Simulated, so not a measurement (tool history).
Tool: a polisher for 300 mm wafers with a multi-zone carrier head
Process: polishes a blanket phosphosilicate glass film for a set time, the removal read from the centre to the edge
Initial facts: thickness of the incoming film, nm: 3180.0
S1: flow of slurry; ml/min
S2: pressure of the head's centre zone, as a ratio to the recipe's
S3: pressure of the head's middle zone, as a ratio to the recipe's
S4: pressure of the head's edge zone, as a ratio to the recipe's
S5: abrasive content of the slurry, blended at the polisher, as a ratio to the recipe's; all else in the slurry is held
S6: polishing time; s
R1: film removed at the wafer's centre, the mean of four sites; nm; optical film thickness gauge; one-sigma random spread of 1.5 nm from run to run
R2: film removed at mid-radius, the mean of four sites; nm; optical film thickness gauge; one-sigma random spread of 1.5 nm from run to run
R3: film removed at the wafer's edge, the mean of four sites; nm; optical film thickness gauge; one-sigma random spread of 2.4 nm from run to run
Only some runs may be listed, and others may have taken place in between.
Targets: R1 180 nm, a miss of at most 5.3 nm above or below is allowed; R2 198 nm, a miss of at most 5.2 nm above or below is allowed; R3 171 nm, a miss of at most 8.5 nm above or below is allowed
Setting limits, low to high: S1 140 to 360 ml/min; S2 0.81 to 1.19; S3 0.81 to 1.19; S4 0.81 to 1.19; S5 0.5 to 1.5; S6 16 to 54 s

| run | hour | S1 | S2 | S3 | S4 | S5 | S6 | R1 | R2 | R3 |
|---|---|---|---|---|---|---|---|---|---|---|
| 1 | 0 | 230 | 1 | 1 | 1 | 1 | 35 | 283.43 | 286.15 | 281.01 |
| 2 | 6.2 | 235 | 0.99 | 1.01 | 0.96 | 0.9 | 33 | 254.48 | 261.85 | 241.64 |
| 3 | 8.3 | 230 | 0.96 | 0.99 | 0.93 | 0.8 | 33 | 233 | 244.56 | 238.48 |
| 4 | 11.9 | 245 | 0.96 | 1.01 | 0.92 | 0.75 | 32 | 222 | 230.69 | 218.98 |
| 5 | 20.6 | 245 | 0.93 | 1.01 | 0.92 | 0.75 | 32 | 215.24 | 232.99 | 218.02 |
| 6 | 22.4 | 280 | 0.93 | 1.01 | 0.92 | 0.75 | 32 | 217.56 | 234.39 | 216.42 |
| 7 | 23.9 | 290 | 0.93 | 1.02 | 0.9 | 0.7 | 31 | 205.55 | 217.99 | 205.03 |
| 8 | 25.4 | 295 | 0.93 | 1.05 | 0.88 | 0.65 | 31 | 198.08 | 216.53 | 194.29 |
| 9 | 32.5 | 300 | 0.93 | 1.06 | 0.87 | 0.6 | 31 | 186.65 | 210.12 | 190.27 |
| 10 | 39.3 | 310 | 0.95 | 1.07 | 0.86 | 0.6 | 31 | 194.26 | 213.31 | 188.5 |
| 11 | 41.8 | 315 | 0.95 | 1.07 | 0.85 | 0.6 | 31 | 193.26 | 209.73 | 185.39 |
| 12 | 50.5 | 315 | 0.95 | 1.08 | 0.84 | 0.6 | 31 | 193.42 | 216.35 | 181.84 |
| 13 | 54.9 | 315 | 0.95 | 1.07 | 0.83 | 0.6 | 31 | 191.18 | 215.01 | 185.38 |
| 14 | 60.3 | 315 | 0.96 | 1.07 | 0.83 | 0.6 | 31 | 196.59 | 212.59 | 184.91 |
| 15 | 62.7 | 320 | 0.96 | 1.08 | 0.82 | 0.55 | 31 | 182.14 | 203.63 | 169.27 |
| 16 | 68.4 | 320 | 0.96 | 1.07 | 0.82 | 0.55 | 31 | 185.15 | 201.47 | 172.37 |
| 17 | 70.5 | 315 | 0.96 | 1.07 | 0.82 | 0.55 | 31 | 184.02 | 202.89 | 173.96 |

Exercise: of the 5 proposed moves below, exactly one satisfies all targets within the stated allowed misses. Which move is it?
| A | 72.6 | 340 | 0.98 | 1.13 | 0.83 | 0.5 | 33 | ? | ? | ? |
| B | 72.6 | 305 | 0.93 | 1.04 | 0.82 | 0.55 | 31 | ? | ? | ? |
| C | 72.6 | 305 | 0.91 | 0.98 | 0.86 | 0.55 | 33 | ? | ? | ? |
| D | 72.6 | 330 | 1.08 | 1.1 | 0.9 | 0.65 | 27 | ? | ? | ? |
| E | 72.6 | 355 | 0.99 | 1.01 | 0.88 | 0.5 | 33 | ? | ? | ? |

| move | R1 | R2 | R3 |
|---|---|---|---|
| A | 192.25 | 213.93 | 178.88 |
| B | 182.22 | 198.2 | 175.61 |
| C | 191.09 | 202.26 | 191.06 |
| D | 194.75 | 198.59 | 175.89 |
| E | 194.22 | 197.95 | 184.38 |
A: misses by more than the last run did
B: every result lands within tolerance
C: the worst result of the last run now meets its target, but another is out of spec
D: the worst result of the last run now meets its target, but another is out of spec
E: the worst result of the last run now meets its target, but another is out of spec
Answer: B

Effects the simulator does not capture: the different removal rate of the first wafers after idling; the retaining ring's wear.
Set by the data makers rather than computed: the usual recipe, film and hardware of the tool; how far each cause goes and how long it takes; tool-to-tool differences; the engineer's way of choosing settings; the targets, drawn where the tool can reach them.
